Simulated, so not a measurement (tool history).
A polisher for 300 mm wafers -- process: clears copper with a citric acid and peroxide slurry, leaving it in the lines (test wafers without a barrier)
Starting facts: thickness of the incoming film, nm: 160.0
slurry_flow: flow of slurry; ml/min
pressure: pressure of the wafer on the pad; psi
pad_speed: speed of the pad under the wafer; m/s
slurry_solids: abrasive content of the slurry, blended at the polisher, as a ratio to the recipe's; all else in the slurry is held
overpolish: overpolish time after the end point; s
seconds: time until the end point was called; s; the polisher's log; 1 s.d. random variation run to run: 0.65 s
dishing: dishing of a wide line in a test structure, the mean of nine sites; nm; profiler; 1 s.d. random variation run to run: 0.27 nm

{"run": 1, "hour": 0.0, "slurry_flow": 185, "pressure": 3.4, "pad_speed": 0.86, "slurry_solids": 1, "overpolish": 9, "seconds": 84.888, "dishing": 13.232}
{"run": 2, "hour": 8.1, "slurry_flow": 185, "pressure": 3.4, "pad_speed": 0.86, "slurry_solids": 0.8, "overpolish": 9, "seconds": 88.562, "dishing": 13.038}
{"run": 3, "hour": 11.7, "slurry_flow": 195, "pressure": 3.6, "pad_speed": 0.86, "slurry_solids": 0.8, "overpolish": 9, "seconds": 82.881, "dishing": 13.237}
{"run": 4, "hour": 19.6, "slurry_flow": 195, "pressure": 3.6, "pad_speed": 0.86, "slurry_solids": 0.8, "overpolish": 10, "seconds": 83.792, "dishing": 14.679}
{"run": 5, "hour": 25.8, "slurry_flow": 200, "pressure": 3.7, "pad_speed": 0.86, "slurry_solids": 0.8, "overpolish": 9, "seconds": 80.998, "dishing": 13.804}
{"run": 6, "hour": 34.5, "slurry_flow": 200, "pressure": 3.7, "pad_speed": 0.72, "slurry_solids": 0.8, "overpolish": 9, "seconds": 95.416, "dishing": 11.628}

Predict the results of run 7:
{"run": 7, "hour": 41.6, "slurry_flow": 205, "pressure": 4, "pad_speed": 0.72, "slurry_solids": 0.8, "overpolish": 9, "seconds": "?", "dishing": "?"}

seconds: 88.721 s
dishing: 12.543 nm
